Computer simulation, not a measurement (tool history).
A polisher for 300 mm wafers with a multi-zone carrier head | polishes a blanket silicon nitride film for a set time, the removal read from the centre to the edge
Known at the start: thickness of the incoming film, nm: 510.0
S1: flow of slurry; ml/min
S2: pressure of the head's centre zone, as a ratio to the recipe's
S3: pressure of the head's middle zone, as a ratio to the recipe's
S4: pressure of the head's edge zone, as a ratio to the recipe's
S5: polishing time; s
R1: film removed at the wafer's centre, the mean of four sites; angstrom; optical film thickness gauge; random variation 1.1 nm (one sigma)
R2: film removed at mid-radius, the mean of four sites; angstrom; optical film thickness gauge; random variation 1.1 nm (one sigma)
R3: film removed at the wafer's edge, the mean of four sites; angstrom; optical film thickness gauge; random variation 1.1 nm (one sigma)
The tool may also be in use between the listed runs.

run	hour	S1	S2	S3	S4	S5	R1	R2	R3
1	0	215	1	1	1	32	924.23	893.76	910.42
2	7.2	215	1	1	1	35	986.94	988.8	986.73
3	11.3	215	1	1	1.05	35	1005.2	982.9	1000.7
4	18	215	1	1	1.05	41	1169.1	1135.3	1192.7
5	26.9	215	1	1.07	1.05	41	1183.1	1226.3	1190.6
6	32.3	215	0.93	1.07	1.05	41	1108	1216.3	1188
7	38.4	220	0.94	1.07	1.05	41	1117.5	1243.2	1191.5
8	47.1	245	1.03	1.01	1.07	41	1205.3	1183.3	1188.7
9	49.2	245	1.03	1.02	1.08	41	1253.6	1178.3	1211.2

Run 10 comes next. What will it give?
10	52.7	250	0.98	1.07	1.07	41	?	?	?

{"run 10": {"R1": 1177.1, "R2": 1229.3, "R3": 1224.6}}
